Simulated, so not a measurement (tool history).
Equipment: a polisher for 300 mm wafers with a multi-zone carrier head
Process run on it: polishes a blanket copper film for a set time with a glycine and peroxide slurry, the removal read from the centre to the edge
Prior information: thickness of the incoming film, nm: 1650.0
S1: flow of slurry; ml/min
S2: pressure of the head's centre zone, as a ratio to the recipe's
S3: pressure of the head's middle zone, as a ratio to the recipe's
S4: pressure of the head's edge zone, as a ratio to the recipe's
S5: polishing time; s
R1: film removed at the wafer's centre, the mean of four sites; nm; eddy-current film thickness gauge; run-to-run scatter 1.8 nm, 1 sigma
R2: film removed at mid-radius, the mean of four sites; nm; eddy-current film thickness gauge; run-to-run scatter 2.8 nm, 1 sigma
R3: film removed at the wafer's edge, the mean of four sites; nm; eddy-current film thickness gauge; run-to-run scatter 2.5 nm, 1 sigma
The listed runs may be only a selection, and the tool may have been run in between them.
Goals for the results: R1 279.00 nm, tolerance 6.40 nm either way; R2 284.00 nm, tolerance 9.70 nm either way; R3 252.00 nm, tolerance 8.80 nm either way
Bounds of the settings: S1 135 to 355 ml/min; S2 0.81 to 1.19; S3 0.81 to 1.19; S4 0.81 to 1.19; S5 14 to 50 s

run	hour	S1	S2	S3	S4	S5	R1	R2	R3
1	0.0	225	1.00	1.00	1.00	32	215.62	221.75	222.98
2	4.9	170	1.00	1.00	1.00	32	205.35	212.73	215.97
3	11.0	170	1.00	1.04	1.00	32	207.71	219.55	216.47
4	12.2	210	1.04	1.09	1.02	32	219.83	234.02	222.50
5	19.6	210	1.04	1.09	0.97	32	219.92	234.96	218.56
6	21.9	240	1.08	1.12	0.99	33	239.56	250.83	236.09
7	29.7	265	1.11	1.14	0.96	33	254.67	252.07	224.52
8	36.3	280	1.11	1.16	0.98	34	259.25	269.37	240.77

4 candidate next runs follow, results not yet known. Just one meets every target within its allowed miss. Identify it.
A	42.9	280	1.12	1.16	0.81	36	?	?	?
B	42.9	345	1.09	1.12	0.93	36	?	?	?
C	42.9	285	1.05	1.15	0.96	36	?	?	?
D	42.9	295	1.06	1.19	0.86	38	?	?	?

move	R1	R2	R3
A	280.57	280.92	230.60
B	279.32	279.19	249.17
C	264.58	279.69	249.47
D	282.90	303.71	250.84
A: meets the target for the result that was furthest off, but another lies outside its allowed miss
B: all results land within tolerance of their targets
C: closes in on the targets versus the last run, not all within tolerance yet
D: meets the target for the result that was furthest off, but another lies outside its allowed miss
Answer: B
